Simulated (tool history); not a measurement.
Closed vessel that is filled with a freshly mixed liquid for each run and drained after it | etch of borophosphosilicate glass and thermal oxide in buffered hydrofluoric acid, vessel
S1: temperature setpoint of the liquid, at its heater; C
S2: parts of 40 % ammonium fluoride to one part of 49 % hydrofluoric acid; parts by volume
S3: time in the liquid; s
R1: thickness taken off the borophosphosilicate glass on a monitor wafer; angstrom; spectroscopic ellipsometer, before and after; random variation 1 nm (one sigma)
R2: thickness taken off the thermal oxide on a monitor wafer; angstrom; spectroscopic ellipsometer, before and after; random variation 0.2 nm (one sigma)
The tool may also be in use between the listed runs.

run	hour	S1	S2	S3	R1	R2
1	0	22	14.5	60	1009.6	454.74
2	4.5	20	14.5	60	906.09	407.49
3	11	17	14.5	60	764.58	343.91
4	15.4	20	14.5	60	889.62	406.35
5	21.8	21	14.5	60	958.41	430.08
6	23.2	21.5	14.5	60	981.01	442.13

Run 7 comes next. What will it give?
7	30.4	22	14.5	60	?	?

Run 7 gave R1 1002.4 angstrom, R2 454.9 angstrom.
